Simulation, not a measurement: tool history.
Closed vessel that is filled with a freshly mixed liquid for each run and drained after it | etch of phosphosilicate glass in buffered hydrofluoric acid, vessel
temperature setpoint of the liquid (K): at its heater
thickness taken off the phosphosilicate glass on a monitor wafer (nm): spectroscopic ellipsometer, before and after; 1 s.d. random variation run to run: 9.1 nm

| run | hour | temperature setpoint of the liquid (K) | parts of 40 % ammonium fluoride to one part of 49 % hydrofluoric acid (parts by volume) | time in the liquid (s) | thickness taken off the phosphosilicate glass on a monitor wafer (nm) |
|---|---|---|---|---|---|
| 1 | 0 | 296.15 | 11 | 95 | 524.71 |
| 2 | 5.9 | 296.15 | 11 | 95 | 536.34 |
| 3 | 13 | 296.15 | 12 | 95 | 483.09 |
| 4 | 17.5 | 293.65 | 12 | 95 | 427.52 |
| 5 | 22.8 | 293.65 | 12 | 95 | 425.03 |
| 6 | 27.2 | 295.65 | 12 | 95 | 468.56 |
| 7 | 30.3 | 297.65 | 11 | 95 | 573.64 |
| 8 | 31.6 | 299.15 | 10.5 | 95 | 640.81 |
| 9 | 40.4 | 300.65 | 10 | 95 | 717.04 |
| 10 | 45 | 301.65 | 9.5 | 95 | 796.58 |

What does the tool deliver on the next run?
| 11 | 50.7 | 302.15 | 9.5 | 95 | ? |

thickness taken off the phosphosilicate glass on a monitor wafer (nm): 804.94
